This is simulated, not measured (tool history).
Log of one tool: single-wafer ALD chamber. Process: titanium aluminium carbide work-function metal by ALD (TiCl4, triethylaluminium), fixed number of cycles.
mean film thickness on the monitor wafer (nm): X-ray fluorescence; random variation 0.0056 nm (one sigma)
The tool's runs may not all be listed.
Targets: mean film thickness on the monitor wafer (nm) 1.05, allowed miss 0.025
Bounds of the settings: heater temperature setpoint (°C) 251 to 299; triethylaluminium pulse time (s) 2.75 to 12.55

run,hour,heater temperature setpoint (°C),triethylaluminium pulse time (s),mean film thickness on the monitor wafer (nm)
1,0,275,7.65,1.9403
2,6.6,275,9.61,2.0466
3,8.1,275,11.74,2.055
4,13.5,270,10.05,2.0027
5,18.1,266,8.68,1.909
6,23.6,266,7.68,1.8541
7,32.2,263,6.76,1.7342
8,40.7,251,4.31,1.1006

4 next moves are on the table. One of them brings every result within its allowed miss. Which?
A,49.2,254,4,?
B,49.2,260,4.06,?
C,49.2,257,3.94,?
D,49.2,252,4.5,?

move,mean film thickness on the monitor wafer (nm)
A,0.9955
B,1.0551
C,0.98267
D,1.186
A: takes the result that was furthest off past its target
B: meets every target
C: takes the result that was furthest off past its target
D: further off than the last run
Move B is the one to make.
